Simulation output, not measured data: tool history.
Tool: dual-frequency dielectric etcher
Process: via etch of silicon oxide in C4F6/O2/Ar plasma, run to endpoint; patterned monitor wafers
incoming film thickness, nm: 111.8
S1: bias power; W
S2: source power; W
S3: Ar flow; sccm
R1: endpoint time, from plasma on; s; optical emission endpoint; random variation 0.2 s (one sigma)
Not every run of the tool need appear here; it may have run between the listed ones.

Run 1, hour 0: S1 581 W, S2 320 W, S3 357 sccm. Result: R1 23.618 s.
Run 2, hour 6.9: S1 543 W, S2 310 W, S3 359 sccm. Result: R1 24.072 s.
Run 3, hour 11.7: S1 606 W, S2 310 W, S3 359 sccm. Result: R1 22.984 s.
Run 4, hour 13.5: S1 606 W, S2 290 W, S3 359 sccm. Result: R1 23.619 s.
Run 5, hour 20.8: S1 606 W, S2 290 W, S3 304 sccm. Result: R1 23.194 s.
Run 6, hour 29.7: S1 606 W, S2 290 W, S3 352 sccm. Result: R1 23.705 s.
Run 7, hour 32.7: S1 569 W, S2 280 W, S3 354 sccm. Result: R1 24.372 s.

Predict the results of run 8:
Run 8, hour 34.3: S1 541 W, S2 270 W, S3 356 sccm. Result: R1 ?.

{"run 8": {"R1": 24.89}}

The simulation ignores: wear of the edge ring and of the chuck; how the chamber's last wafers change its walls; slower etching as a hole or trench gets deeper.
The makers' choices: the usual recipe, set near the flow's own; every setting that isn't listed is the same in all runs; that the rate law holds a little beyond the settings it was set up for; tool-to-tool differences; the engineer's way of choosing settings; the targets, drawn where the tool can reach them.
